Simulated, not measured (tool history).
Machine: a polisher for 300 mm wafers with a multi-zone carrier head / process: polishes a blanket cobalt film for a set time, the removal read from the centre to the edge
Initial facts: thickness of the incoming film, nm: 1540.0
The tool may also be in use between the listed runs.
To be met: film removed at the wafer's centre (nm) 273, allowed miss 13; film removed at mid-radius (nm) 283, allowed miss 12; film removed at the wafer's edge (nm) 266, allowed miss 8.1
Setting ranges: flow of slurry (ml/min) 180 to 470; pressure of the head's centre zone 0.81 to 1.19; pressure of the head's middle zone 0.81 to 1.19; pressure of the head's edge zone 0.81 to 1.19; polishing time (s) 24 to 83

run,hour,flow of slurry (ml/min),pressure of the head's centre zone,pressure of the head's middle zone,pressure of the head's edge zone,polishing time (s),film removed at the wafer's centre (nm),film removed at mid-radius (nm),film removed at the wafer's edge (nm)
1,0,300,1,1,1,53,211.45,214.46,213.55
2,5.2,300,1,1,1,47,190.66,191.75,192.28
3,5.9,300,1,1,1,41,168.68,168.85,164.91
4,9.6,300,1,1,1,34,135.59,138.74,138.45
5,17,260,1,1,1,34,132.37,139.65,134.71
6,21.1,290,1.02,1.04,1.03,41,165.84,172.69,168.49
7,28.1,290,1.02,1.04,1.03,41,167.77,170.45,167.15
8,29.9,305,1.03,1.08,1.04,46,193.72,198.76,191.9
9,33.9,315,1.04,1.11,1.05,50,210.62,223.37,205.72
10,35.2,330,1.05,1.13,1.08,52,221.38,239.9,219.77
11,43,335,1.07,1.13,1.1,54,239.06,249.23,229.74

Consider the 5 candidate settings below. Which is the only one whose results all fall within their allowed miss of target?
A,50.8,315,1.06,1.09,1.04,64,?,?,?
B,50.8,405,1.15,1.12,1.15,57,?,?,?
C,50.8,225,0.88,1.15,1.09,70,?,?,?
D,50.8,325,0.98,1.07,1.15,58,?,?,?
E,50.8,360,1.12,1.06,1.11,59,?,?,?

move,film removed at the wafer's centre (nm),film removed at mid-radius (nm),film removed at the wafer's edge (nm)
A,279.19,285.66,266.64
B,275.79,265.34,250.66
C,244.2,316.84,289.42
D,234.43,255.56,251.95
E,275.25,259.83,254.31
A: every result within its allowed miss
B: closer than the last run, but not yet in spec
C: carries the result that was furthest off beyond its target, to the other side
D: closer than the last run, but not yet in spec
E: closer than the last run, but not yet in spec
Correct choice: A, which meets every target
